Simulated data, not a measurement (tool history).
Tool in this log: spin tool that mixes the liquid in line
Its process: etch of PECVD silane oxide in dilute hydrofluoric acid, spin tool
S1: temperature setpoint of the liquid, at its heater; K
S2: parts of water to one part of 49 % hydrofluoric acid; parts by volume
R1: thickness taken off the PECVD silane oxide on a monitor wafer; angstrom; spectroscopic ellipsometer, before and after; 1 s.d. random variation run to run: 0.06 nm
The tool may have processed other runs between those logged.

run 1 day=0 | S1=298.15 S2=75 time_under_the_liquid_(s)=15 | R1=105.73
run 2 day=0.125 | S1=298.15 S2=75 time_under_the_liquid_(s)=15 | R1=105.61
run 3 day=0.25 | S1=295.15 S2=75 time_under_the_liquid_(s)=15 | R1=92.956
run 4 day=0.312 | S1=297.65 S2=75 time_under_the_liquid_(s)=15 | R1=103.93
run 5 day=0.5 | S1=297.65 S2=75 time_under_the_liquid_(s)=15 | R1=102.87
run 6 day=0.85 | S1=299.15 S2=75 time_under_the_liquid_(s)=15 | R1=109.91

Expected results for the next run?
run 7 day=0.9 | S1=300.15 S2=75 time_under_the_liquid_(s)=15 | R1=?

R1: 114.27 angstrom

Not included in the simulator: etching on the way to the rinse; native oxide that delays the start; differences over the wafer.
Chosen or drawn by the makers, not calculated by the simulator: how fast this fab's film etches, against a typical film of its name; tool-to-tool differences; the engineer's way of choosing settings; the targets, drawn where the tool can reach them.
